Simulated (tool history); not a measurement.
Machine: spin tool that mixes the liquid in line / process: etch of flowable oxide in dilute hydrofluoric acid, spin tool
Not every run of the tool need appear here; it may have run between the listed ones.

run	day	temperature setpoint of the liquid (K)	parts of water to one part of 49 % hydrofluoric acid (parts by volume)	time under the liquid (s)	thickness taken off the flowable oxide on a monitor wafer (Å)
1	0.000	294.15	215	15	21.075
2	0.308	294.15	215	15	21.059
3	0.483	295.65	200	15	23.580
4	0.546	296.65	180	15	28.184
5	0.858	295.15	180	15	26.731
6	1.129	296.15	170	15	30.620
7	1.338	300.15	160	15	37.490
8	1.454	300.65	160	15	37.299

Run 9 has not been measured yet. What should we expect?
9	1.475	301.15	155	15	?

thickness taken off the flowable oxide on a monitor wafer (Å): 40.019
